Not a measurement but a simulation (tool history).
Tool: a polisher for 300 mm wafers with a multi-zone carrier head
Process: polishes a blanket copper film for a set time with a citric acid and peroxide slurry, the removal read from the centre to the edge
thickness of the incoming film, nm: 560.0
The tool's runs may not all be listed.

run	hour	flow of slurry (ml/min)	pressure of the head's centre zone	pressure of the head's middle zone	pressure of the head's edge zone	abrasive content of the slurry	polishing time (s)	film removed at the wafer's centre (nm)	film removed at mid-radius (nm)	film removed at the wafer's edge (nm)
1	0	195	1	1	1	1	64	166.11	168.23	171.39
2	8.1	195	1	1	1	1.15	64	170.36	173.2	176.8
3	13.7	220	1	1	1	1.15	64	172.23	176.38	175.91
4	22.5	220	0.99	0.97	0.98	1	63	163.42	165.53	167.71
5	23.5	220	0.99	0.97	0.98	1.15	63	171.46	169.2	174.52
6	31.9	220	0.99	0.97	0.98	1.15	48	130.07	130	132.36
7	37.4	220	0.99	0.97	0.98	1.15	48	129.93	130.79	132.17
8	38.5	220	1	0.96	0.99	1.15	48	130.78	128.52	130.39
9	47.2	215	1	0.95	1	1.2	48	132.71	129.96	133.46

The next listed run, before its measurement:
10	56.3	210	1	0.93	1.01	1.2	48	?	?	?

film removed at the wafer's centre (nm): 130.68
film removed at mid-radius (nm): 126.79
film removed at the wafer's edge (nm): 133.16
